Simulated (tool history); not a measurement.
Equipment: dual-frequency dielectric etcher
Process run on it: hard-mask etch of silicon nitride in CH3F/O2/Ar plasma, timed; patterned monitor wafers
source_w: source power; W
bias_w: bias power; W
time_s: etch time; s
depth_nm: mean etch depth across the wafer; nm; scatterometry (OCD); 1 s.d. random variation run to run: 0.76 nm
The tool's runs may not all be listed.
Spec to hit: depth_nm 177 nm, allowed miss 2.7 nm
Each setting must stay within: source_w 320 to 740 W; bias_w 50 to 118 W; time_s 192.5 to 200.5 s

{"run": 1, "hour": 0.0, "source_w": 530, "bias_w": 84, "time_s": 192.5, "depth_nm": 154.15}
{"run": 2, "hour": 5.2, "source_w": 560, "bias_w": 85, "time_s": 192.5, "depth_nm": 159.3}
{"run": 3, "hour": 8.8, "source_w": 560, "bias_w": 76, "time_s": 192.5, "depth_nm": 150.89}
{"run": 4, "hour": 15.4, "source_w": 590, "bias_w": 77, "time_s": 192.5, "depth_nm": 154.73}
{"run": 5, "hour": 23.9, "source_w": 630, "bias_w": 77, "time_s": 192.5, "depth_nm": 160.9}
{"run": 6, "hour": 31.2, "source_w": 650, "bias_w": 77, "time_s": 192.5, "depth_nm": 162.68}
{"run": 7, "hour": 36.7, "source_w": 670, "bias_w": 78, "time_s": 192.5, "depth_nm": 165.76}
{"run": 8, "hour": 39.5, "source_w": 680, "bias_w": 79, "time_s": 192.5, "depth_nm": 168.48}
{"run": 9, "hour": 41.3, "source_w": 690, "bias_w": 79, "time_s": 192.5, "depth_nm": 169.74}
{"run": 10, "hour": 48.2, "source_w": 700, "bias_w": 79, "time_s": 192.5, "depth_nm": 170.38}
{"run": 11, "hour": 55.9, "source_w": 710, "bias_w": 79, "time_s": 192.5, "depth_nm": 171.28}
{"run": 12, "hour": 58.2, "source_w": 720, "bias_w": 80, "time_s": 192.5, "depth_nm": 173.84}
{"run": 13, "hour": 59.6, "source_w": 720, "bias_w": 80, "time_s": 192.5, "depth_nm": 173.12}

Which one of the following 5 next-run settings gets every result inside its allowed miss? There is exactly one.
{"run": "A", "hour": 61.0, "source_w": 740, "bias_w": 76, "time_s": 197.5, "depth_nm": "?"}
{"run": "B", "hour": 61.0, "source_w": 710, "bias_w": 83, "time_s": 199, "depth_nm": "?"}
{"run": "C", "hour": 61.0, "source_w": 700, "bias_w": 83, "time_s": 200.5, "depth_nm": "?"}
{"run": "D", "hour": 61.0, "source_w": 670, "bias_w": 76, "time_s": 197, "depth_nm": "?"}
{"run": "E", "hour": 61.0, "source_w": 670, "bias_w": 75, "time_s": 199.5, "depth_nm": "?"}

move=A depth_nm=175.42
move=B depth_nm=180.6
move=C depth_nm=180.81
move=D depth_nm=167.35
move=E depth_nm=168.45
A: all results land within tolerance of their targets
B: the result that was furthest off in the last run now lies on the other side of its target
C: the result that was furthest off in the last run now lies on the other side of its target
D: its largest miss is bigger than the last run's
E: its largest miss is bigger than the last run's
A is the move that brings every result within its allowed miss.
